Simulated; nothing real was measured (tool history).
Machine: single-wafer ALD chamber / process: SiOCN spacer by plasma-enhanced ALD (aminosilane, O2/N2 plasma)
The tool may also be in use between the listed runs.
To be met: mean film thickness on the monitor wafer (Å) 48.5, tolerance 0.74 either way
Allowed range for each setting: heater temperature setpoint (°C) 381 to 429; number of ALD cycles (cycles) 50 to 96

run	hour	heater temperature setpoint (°C)	number of ALD cycles (cycles)	mean film thickness on the monitor wafer (Å)
1	0	405	73	40.82
2	6.8	403	74	41.444
3	8	402	75	42.691
4	15.3	402	79	45.045
5	22.7	392	79	44.826
6	30.5	392	80	45.754
7	36	392	81	46.326
8	44.8	385	83	47.356
9	45.5	385	83	47.479

4 next moves are on the table. One of them brings every result within its allowed miss. Which?
A	46.2	383	89	?
B	46.2	393	88	?
C	46.2	383	88	?
D	46.2	381	85	?

move	mean film thickness on the monitor wafer (Å)
A	50.65
B	50.08
C	50.08
D	48.373
A: moves the result that the last run missed by most past its target, out the other side
B: moves the result that the last run missed by most past its target, out the other side
C: moves the result that the last run missed by most past its target, out the other side
D: every result within its allowed miss
Correct choice: D, which meets every target
